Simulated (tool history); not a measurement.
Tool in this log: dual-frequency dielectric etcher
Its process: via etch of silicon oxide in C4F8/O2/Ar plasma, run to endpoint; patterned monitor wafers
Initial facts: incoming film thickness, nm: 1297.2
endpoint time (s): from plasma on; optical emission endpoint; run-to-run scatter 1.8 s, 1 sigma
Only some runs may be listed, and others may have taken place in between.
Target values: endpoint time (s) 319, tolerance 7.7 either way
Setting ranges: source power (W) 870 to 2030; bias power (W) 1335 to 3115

| run | hour | source power (W) | bias power (W) | endpoint time (s) |
|---|---|---|---|---|
| 1 | 0 | 1450 | 2225 | 274.31 |
| 2 | 0.7 | 1540 | 2225 | 268.09 |
| 3 | 3.1 | 1330 | 2225 | 287.82 |
| 4 | 9 | 1330 | 2453 | 276.26 |
| 5 | 12.1 | 1480 | 2453 | 263.69 |
| 6 | 19.4 | 1640 | 2453 | 250.88 |
|  | 22.4 | source power generator calibrated |
| 7 | 22.4 | 1460 | 2383 | 270.47 |
| 8 | 27 | 1340 | 2333 | 285.36 |
| 9 | 29.3 | 1270 | 2311 | 293.47 |
| 10 | 37.3 | 1000 | 2196 | 329.24 |

Consider the 4 candidate settings below. Which is the only one whose results all fall within their allowed miss of target?
| A | 45.3 | 1240 | 1770 | ? |
| B | 45.3 | 1160 | 1579 | ? |
| C | 45.3 | 1150 | 2307 | ? |
| D | 45.3 | 1140 | 2287 | ? |

| move | endpoint time (s) |
|---|---|
| A | 316.49 |
| B | 336.84 |
| C | 302.44 |
| D | 304.42 |
A: hits every target within its allowed miss
B: the biggest miss grows against the last run
C: takes the biggest miss from the last run beyond its target
D: takes the biggest miss from the last run beyond its target
Answer: A
